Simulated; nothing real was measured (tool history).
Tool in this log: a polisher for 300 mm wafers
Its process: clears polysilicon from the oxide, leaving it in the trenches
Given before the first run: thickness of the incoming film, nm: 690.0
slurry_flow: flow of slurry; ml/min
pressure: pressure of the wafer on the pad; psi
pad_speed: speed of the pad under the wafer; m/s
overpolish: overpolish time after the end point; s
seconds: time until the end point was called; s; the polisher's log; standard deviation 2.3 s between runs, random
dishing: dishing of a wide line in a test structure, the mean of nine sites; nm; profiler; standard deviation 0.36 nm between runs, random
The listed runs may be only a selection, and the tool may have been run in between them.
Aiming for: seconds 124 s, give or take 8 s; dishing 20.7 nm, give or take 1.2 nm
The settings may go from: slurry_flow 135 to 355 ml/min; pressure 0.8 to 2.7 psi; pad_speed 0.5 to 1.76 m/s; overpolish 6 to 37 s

run 1 day=0 | slurry_flow=225 pressure=1.7 pad_speed=1.12 overpolish=19 | seconds=85.282 dishing=33.876
run 2 day=0.271 | slurry_flow=225 pressure=1.6 pad_speed=1.1 overpolish=17 | seconds=90.684 dishing=32.114
run 3 day=0.329 | slurry_flow=265 pressure=1.6 pad_speed=1.1 overpolish=17 | seconds=90.963 dishing=33.02
run 4 day=0.517 | slurry_flow=220 pressure=1.6 pad_speed=1.1 overpolish=17 | seconds=92.05 dishing=33.674
run 5 day=0.729 | slurry_flow=270 pressure=1.6 pad_speed=1.1 overpolish=17 | seconds=90.013 dishing=33.403
run 6 day=0.771 | slurry_flow=245 pressure=1.5 pad_speed=1.14 overpolish=15 | seconds=93.005 dishing=31.458
run 7 day=1.054 | slurry_flow=225 pressure=1.4 pad_speed=1.18 overpolish=13 | seconds=102.12 dishing=30.529
run 8 day=1.238 | slurry_flow=210 pressure=1.3 pad_speed=1.26 overpolish=12 | seconds=100.95 dishing=31.104
run 9 day=1.338 | slurry_flow=235 pressure=1.2 pad_speed=1.24 overpolish=11 | seconds=109.46 dishing=29.337
run 10 day=1.588 | slurry_flow=255 pressure=1.1 pad_speed=1.26 overpolish=10 | seconds=114.61 dishing=28.389
run 11 day=1.908 | slurry_flow=275 pressure=1 pad_speed=1.28 overpolish=9 | seconds=120.42 dishing=26.072
run 12 day=2.262 | slurry_flow=340 pressure=0.8 pad_speed=1.4 overpolish=6 | seconds=139.83 dishing=19.873

Which of these 5 next moves meets every target?
run A day=2.617 | slurry_flow=335 pressure=0.8 pad_speed=1.08 overpolish=9 | seconds=? dishing=?
run B day=2.617 | slurry_flow=305 pressure=0.9 pad_speed=1.26 overpolish=9 | seconds=? dishing=?
run C day=2.617 | slurry_flow=335 pressure=0.8 pad_speed=1.02 overpolish=8 | seconds=? dishing=?
run D day=2.617 | slurry_flow=355 pressure=1 pad_speed=1.24 overpolish=6 | seconds=? dishing=?
run E day=2.617 | slurry_flow=285 pressure=0.8 pad_speed=1.2 overpolish=7 | seconds=? dishing=?

move=A seconds=173.21 dishing=21.824
move=B seconds=135.97 dishing=24.818
move=C seconds=182.3 dishing=19.712
move=D seconds=123.25 dishing=21.007
move=E seconds=159.85 dishing=19.686
A: further off than the last run
B: further off than the last run
C: further off than the last run
D: every result within its allowed miss
E: further off than the last run
The move that meets every target is D.

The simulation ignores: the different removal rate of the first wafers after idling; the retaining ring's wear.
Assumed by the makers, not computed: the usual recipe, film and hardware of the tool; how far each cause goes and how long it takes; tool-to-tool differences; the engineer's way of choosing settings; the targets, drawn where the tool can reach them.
